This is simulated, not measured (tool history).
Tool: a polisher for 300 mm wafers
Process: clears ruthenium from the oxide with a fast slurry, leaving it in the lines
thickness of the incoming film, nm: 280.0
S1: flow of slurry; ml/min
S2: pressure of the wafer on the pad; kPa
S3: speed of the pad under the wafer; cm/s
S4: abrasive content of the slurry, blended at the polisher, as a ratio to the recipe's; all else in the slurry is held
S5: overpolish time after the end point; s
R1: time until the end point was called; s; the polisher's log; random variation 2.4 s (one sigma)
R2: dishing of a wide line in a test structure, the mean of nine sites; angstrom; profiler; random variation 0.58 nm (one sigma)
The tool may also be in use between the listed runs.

| run | hour | S1 | S2 | S3 | S4 | S5 | R1 | R2 |
|---|---|---|---|---|---|---|---|---|
| 1 | 0 | 160 | 15.2 | 120 | 1 | 27 | 95.146 | 625.07 |
| 2 | 3.3 | 190 | 15.2 | 120 | 1 | 27 | 95.597 | 645.29 |
| 3 | 7.3 | 190 | 15.2 | 120 | 0.85 | 27 | 101.74 | 598.48 |
| 4 | 12.7 | 190 | 15.2 | 120 | 0.85 | 34 | 101.06 | 710.58 |
| 5 | 19 | 190 | 15.2 | 120 | 0.85 | 41 | 102.06 | 843.06 |
| 6 | 24.7 | 190 | 17.2 | 120 | 0.85 | 41 | 86 | 902.58 |
| 7 | 29.4 | 190 | 15.9 | 116 | 0.85 | 40 | 99.626 | 835.47 |
| 8 | 31 | 190 | 15.9 | 116 | 0.85 | 40 | 99.734 | 834.68 |
| 9 | 33.5 | 165 | 11.7 | 92 | 0.85 | 40 | 171.27 | 537.91 |

The next listed run, before its measurement:
| 10 | 41.7 | 165 | 11.7 | 92 | 0.85 | 40 | ? | ? |

Run 10 gave R1 168.69 s, R2 547.97 angstrom.

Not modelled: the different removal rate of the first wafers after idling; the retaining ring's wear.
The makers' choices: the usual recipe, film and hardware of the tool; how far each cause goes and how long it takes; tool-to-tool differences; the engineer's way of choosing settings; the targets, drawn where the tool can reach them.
